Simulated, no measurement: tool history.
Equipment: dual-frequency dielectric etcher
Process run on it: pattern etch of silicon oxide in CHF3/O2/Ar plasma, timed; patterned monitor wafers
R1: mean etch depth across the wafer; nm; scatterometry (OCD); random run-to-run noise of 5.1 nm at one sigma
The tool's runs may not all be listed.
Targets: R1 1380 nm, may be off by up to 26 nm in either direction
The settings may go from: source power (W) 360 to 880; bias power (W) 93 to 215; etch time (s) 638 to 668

Run 1, day 0: source power (W) 620, bias power (W) 154, etch time (s) 638. Result: R1 1255.7 nm.
Run 2, day 0.25: source power (W) 620, bias power (W) 154, etch time (s) 668. Result: R1 1314.6 nm.
Run 3, day 0.425: source power (W) 620, bias power (W) 154, etch time (s) 638. Result: R1 1257.7 nm.
Run 4, day 0.708: source power (W) 640, bias power (W) 155, etch time (s) 638. Result: R1 1275.6 nm.
Run 5, day 0.788: source power (W) 640, bias power (W) 143, etch time (s) 638. Result: R1 1261.2 nm.
Run 6, day 1.121: source power (W) 640, bias power (W) 129, etch time (s) 638. Result: R1 1214.5 nm.
Run 7, day 1.388: source power (W) 670, bias power (W) 130, etch time (s) 638. Result: R1 1262.2 nm.
Run 8, day 1.721: source power (W) 690, bias power (W) 131, etch time (s) 638. Result: R1 1286.7 nm.

Pick the move, out of 4, that brings all results within their allowed miss; only one does.
Run A, day 2.054: source power (W) 690, bias power (W) 125, etch time (s) 657. Result: R1 ?.
Run B, day 2.054: source power (W) 590, bias power (W) 110, etch time (s) 657. Result: R1 ?.
Run C, day 2.054: source power (W) 630, bias power (W) 115, etch time (s) 638. Result: R1 ?.
Run D, day 2.054: source power (W) 750, bias power (W) 126, etch time (s) 662.5. Result: R1 ?.

move      R1
   A  1302.9
   B  1152.8
   C  1176.7
   D  1378.6
A: better than the last run, though not everything is in spec
B: misses by more than the last run did
C: misses by more than the last run did
D: all results in spec
The move that meets every target is D.
